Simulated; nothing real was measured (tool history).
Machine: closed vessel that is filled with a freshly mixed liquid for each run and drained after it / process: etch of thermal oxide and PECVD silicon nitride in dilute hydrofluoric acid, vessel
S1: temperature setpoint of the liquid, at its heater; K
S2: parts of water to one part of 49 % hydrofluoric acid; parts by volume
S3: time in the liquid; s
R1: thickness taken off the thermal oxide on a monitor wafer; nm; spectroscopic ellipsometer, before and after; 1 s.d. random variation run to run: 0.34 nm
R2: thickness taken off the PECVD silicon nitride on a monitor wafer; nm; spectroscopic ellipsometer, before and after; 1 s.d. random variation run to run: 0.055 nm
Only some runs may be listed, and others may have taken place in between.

run 1 hour=0 | S1=298.15 S2=60 S3=700 | R1=51.968 R2=18.035
run 2 hour=4.3 | S1=297.65 S2=60 S3=700 | R1=51.319 R2=17.444
run 3 hour=5.1 | S1=297.65 S2=70 S3=700 | R1=43.687 R2=15.083
run 4 hour=9 | S1=296.65 S2=60 S3=690 | R1=47.973 R2=16.112
-- hour=10.4 thermometer replaced
run 5 hour=10.4 | S1=295.65 S2=55 S3=685 | R1=56.048 R2=18.998
run 6 hour=12.5 | S1=295.15 S2=55 S3=685 | R1=54.249 R2=18.36
run 7 hour=15.2 | S1=294.65 S2=55 S3=685 | R1=53.726 R2=17.768

For run 8, what comes out?
run 8 hour=21 | S1=294.15 S2=55 S3=685 | R1=? R2=?

R1: 53.105 nm
R2: 17.013 nm
